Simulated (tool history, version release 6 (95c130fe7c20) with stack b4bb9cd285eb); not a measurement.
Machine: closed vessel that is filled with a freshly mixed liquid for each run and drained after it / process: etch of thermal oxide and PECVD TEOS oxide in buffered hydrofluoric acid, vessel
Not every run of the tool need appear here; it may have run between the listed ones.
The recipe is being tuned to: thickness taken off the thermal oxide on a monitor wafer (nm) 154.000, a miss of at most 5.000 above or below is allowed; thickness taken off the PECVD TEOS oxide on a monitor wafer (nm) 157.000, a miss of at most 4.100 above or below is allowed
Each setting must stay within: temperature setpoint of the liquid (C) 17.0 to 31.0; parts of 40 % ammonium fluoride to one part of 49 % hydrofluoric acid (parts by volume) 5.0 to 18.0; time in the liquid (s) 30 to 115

run  hour  temperature setpoint of the liquid (C)  parts of 40 % ammonium fluoride to one part of 49 % hydrofluoric acid (parts by volume)  time in the liquid (s)  thickness taken off the thermal oxide on a monitor wafer (nm)  thickness taken off the PECVD TEOS oxide on a monitor wafer (nm)
  1   0.0                                    23.0                                                                                     11.0                      60                                                         61.600                                                            62.895
  2   1.9                                    25.5                                                                                      9.0                      60                                                         83.562                                                            85.965
  3  10.0                                    27.0                                                                                      8.0                      60                                                        103.750                                                           104.590
  4  17.6                                    24.5                                                                                      8.0                      60                                                         89.265                                                            92.492
  5  22.9                                    24.5                                                                                      5.5                      60                                                        126.250                                                           131.560
  6  24.2                                    24.5                                                                                      5.5                      45                                                         95.318                                                            97.233
  7  31.4                                    28.5                                                                                      5.0                      50                                                        143.020                                                           145.910
  8  32.4                                    28.5                                                                                      5.0                      50                                                        141.020                                                           145.970
  9  35.4                                    29.0                                                                                      5.0                      50                                                        146.190                                                           149.120

Of the 4 settings listed for the next run, only one would bring every result within its allowed miss of target. Which one?
  A  38.4                                    29.5                                                                                      5.5                      50                                                              ?                                                                 ?
  B  38.4                                    31.0                                                                                      6.0                      55                                                              ?                                                                 ?
  C  38.4                                    17.0                                                                                      5.0                      90                                                              ?                                                                 ?
  D  38.4                                    17.0                                                                                      5.0                      95                                                              ?                                                                 ?

move  thickness taken off the thermal oxide on a monitor wafer (nm)  thickness taken off the PECVD TEOS oxide on a monitor wafer (nm)
   A                                                        138.210                                                           141.340
   B                                                        152.760                                                           156.220
   C                                                        136.150                                                           139.240
   D                                                        143.720                                                           146.980
A: further off than the last run
B: every result lands within tolerance
C: further off than the last run
D: further off than the last run
B meets every target.
